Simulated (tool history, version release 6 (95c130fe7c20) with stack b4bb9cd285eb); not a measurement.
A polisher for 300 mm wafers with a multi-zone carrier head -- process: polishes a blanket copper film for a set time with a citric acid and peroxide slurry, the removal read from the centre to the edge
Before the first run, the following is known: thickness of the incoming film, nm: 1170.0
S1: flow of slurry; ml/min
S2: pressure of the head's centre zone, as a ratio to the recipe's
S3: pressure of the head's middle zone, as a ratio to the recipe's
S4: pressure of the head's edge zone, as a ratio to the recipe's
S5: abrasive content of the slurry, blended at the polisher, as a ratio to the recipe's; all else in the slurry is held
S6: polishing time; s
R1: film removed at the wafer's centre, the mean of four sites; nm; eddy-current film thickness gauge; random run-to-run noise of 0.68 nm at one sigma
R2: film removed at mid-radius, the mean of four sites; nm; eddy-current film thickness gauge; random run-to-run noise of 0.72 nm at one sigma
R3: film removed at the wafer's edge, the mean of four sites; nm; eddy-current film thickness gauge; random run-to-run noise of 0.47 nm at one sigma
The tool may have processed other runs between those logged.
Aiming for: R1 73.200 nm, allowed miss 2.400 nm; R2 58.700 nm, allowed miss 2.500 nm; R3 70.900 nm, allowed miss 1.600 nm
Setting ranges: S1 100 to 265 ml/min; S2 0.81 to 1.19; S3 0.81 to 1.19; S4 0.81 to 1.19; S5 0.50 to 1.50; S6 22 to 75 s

run	hour	S1	S2	S3	S4	S5	S6	R1	R2	R3
1	0.0	170	1.00	1.00	1.00	1.00	48	85.633	84.411	83.495
2	3.2	170	0.96	1.00	1.00	1.00	48	82.981	83.423	83.144
3	8.4	170	0.96	1.00	1.00	0.90	48	79.313	84.206	81.182
4	15.9	170	0.96	1.00	1.00	0.90	40	67.364	67.261	68.426
5	18.5	175	0.98	0.97	1.01	0.90	40	67.890	66.890	68.661
6	24.8	175	0.98	0.97	1.01	0.90	34	59.287	55.970	57.714
7	29.3	180	0.99	0.95	1.05	1.00	34	60.122	55.709	61.615
8	31.3	190	1.02	0.95	1.07	1.05	34	63.463	57.795	62.671
9	38.6	200	1.04	0.93	1.10	1.10	34	65.760	59.963	64.702

Below are 4 possible settings for the next run. Only one of them brings all results inside the allowed miss of their targets. Which is it?
A	45.9	210	1.07	0.85	1.10	1.15	39	?	?	?
B	45.9	125	1.03	0.81	1.13	1.15	41	?	?	?
C	45.9	150	1.06	0.85	1.04	1.20	42	?	?	?
D	45.9	180	1.08	0.84	1.13	1.15	37	?	?	?

move	R1	R2	R3
A	78.003	64.692	74.865
B	72.144	60.314	75.054
C	79.521	66.908	76.473
D	72.842	59.534	70.818
A: carries the result that was furthest off beyond its target, to the other side
B: carries the result that was furthest off beyond its target, to the other side
C: carries the result that was furthest off beyond its target, to the other side
D: all results land within tolerance of their targets
So the answer is move D, the one that meets all the targets.

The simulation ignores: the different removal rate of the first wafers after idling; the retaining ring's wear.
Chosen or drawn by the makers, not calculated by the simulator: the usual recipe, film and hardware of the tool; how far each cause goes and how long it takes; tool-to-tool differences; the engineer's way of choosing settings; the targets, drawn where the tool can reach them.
